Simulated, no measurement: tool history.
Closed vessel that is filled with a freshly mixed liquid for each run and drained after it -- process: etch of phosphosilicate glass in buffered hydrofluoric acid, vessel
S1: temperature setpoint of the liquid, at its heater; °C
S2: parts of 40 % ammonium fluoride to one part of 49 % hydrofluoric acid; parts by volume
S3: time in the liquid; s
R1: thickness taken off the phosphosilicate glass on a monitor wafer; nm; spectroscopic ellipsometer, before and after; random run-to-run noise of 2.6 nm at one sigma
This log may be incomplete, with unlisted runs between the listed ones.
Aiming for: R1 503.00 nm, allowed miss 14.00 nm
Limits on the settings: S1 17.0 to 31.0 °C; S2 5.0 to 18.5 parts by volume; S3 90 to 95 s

run	hour	S1	S2	S3	R1
1	0.0	23.0	11.5	90	427.65
2	1.3	24.0	11.5	90	451.59
3	8.5	24.0	9.0	90	552.81
4	10.3	24.0	11.5	90	452.77
5	17.1	24.5	11.5	90	463.41
6	24.7	22.0	11.5	90	400.33
7	33.4	23.0	11.5	90	429.34
# hour 40.1: hydrofluoric acid flow meter replaced
8	40.1	24.0	11.5	90	420.58
9	42.1	26.0	11.5	90	468.18

Below are 4 possible settings for the next run. Only one of them brings all results inside the allowed miss of their targets. Which is it?
A	44.1	23.5	11.5	95	?
B	44.1	25.0	12.0	95	?
C	44.1	27.0	12.5	95	?
D	44.1	23.5	9.0	90	?

move	R1
A	432.35
B	450.05
C	481.64
D	501.51
A: the biggest miss grows against the last run
B: the biggest miss grows against the last run
C: closes in on the targets versus the last run, not all within tolerance yet
D: each result inside its tolerance
Go with D: it meets all targets.

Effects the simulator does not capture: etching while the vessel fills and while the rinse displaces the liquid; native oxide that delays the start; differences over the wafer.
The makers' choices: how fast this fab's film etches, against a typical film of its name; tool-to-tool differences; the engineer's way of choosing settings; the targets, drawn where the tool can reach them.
